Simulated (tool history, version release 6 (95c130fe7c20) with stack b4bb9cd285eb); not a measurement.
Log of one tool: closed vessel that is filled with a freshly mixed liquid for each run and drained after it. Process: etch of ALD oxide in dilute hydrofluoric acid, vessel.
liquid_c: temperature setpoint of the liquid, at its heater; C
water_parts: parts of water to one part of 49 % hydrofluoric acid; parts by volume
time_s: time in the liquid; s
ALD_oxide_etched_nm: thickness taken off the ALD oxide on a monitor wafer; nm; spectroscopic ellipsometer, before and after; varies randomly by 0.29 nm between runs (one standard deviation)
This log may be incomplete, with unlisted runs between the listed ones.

| run | hour | liquid_c | water_parts | time_s | ALD_oxide_etched_nm |
|---|---|---|---|---|---|
| 1 | 0 | 26 | 80 | 105 | 13.766 |
| 2 | 7.6 | 27 | 75 | 105 | 15.165 |
| 3 | 12.4 | 27 | 90 | 105 | 12.34 |
| 4 | 18.8 | 23.5 | 90 | 105 | 10.854 |
| 5 | 27.4 | 23.5 | 65 | 105 | 15.784 |
| 6 | 29.7 | 25 | 60 | 105 | 18.241 |
| 7 | 32.6 | 26.5 | 55 | 105 | 21.362 |
| 8 | 41.3 | 27.5 | 55 | 105 | 21.742 |
| 9 | 49.2 | 28.5 | 55 | 105 | 22.754 |
| 10 | 52 | 29.5 | 55 | 105 | 24.059 |
| 11 | 60.9 | 30 | 55 | 105 | 24.381 |
| 12 | 66.6 | 30.5 | 55 | 105 | 25.011 |
| 13 | 75.8 | 31 | 55 | 105 | 25.203 |
| 14 | 79.1 | 31 | 55 | 105 | 25.134 |
| 15 | 81.3 | 31.5 | 55 | 105 | 25.407 |

For run 16, what comes out?
| 16 | 86.4 | 32 | 55 | 105 | ? |

Run 16 measured ALD_oxide_etched_nm 26.467 nm.
